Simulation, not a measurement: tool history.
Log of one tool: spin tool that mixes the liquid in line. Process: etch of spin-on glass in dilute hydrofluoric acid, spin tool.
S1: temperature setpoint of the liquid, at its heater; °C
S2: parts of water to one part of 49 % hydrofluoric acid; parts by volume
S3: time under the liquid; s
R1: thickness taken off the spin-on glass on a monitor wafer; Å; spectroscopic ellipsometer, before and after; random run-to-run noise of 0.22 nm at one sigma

run	hour	S1	S2	S3	R1
1	0.0	22.0	110	55	128.74
2	3.2	23.5	95	55	159.41
3	5.2	20.0	95	55	138.67
4	12.7	22.0	85	55	170.47
5	14.6	25.0	85	55	192.72
6	16.3	26.0	80	55	213.96
7	22.7	27.0	75	55	239.92
8	30.9	27.5	70	55	260.88
9	38.3	28.0	65	55	290.89
10	44.6	28.5	65	55	295.66

Expected results for the next run?
11	50.3	29.0	65	55	?

R1: 303.27 Å

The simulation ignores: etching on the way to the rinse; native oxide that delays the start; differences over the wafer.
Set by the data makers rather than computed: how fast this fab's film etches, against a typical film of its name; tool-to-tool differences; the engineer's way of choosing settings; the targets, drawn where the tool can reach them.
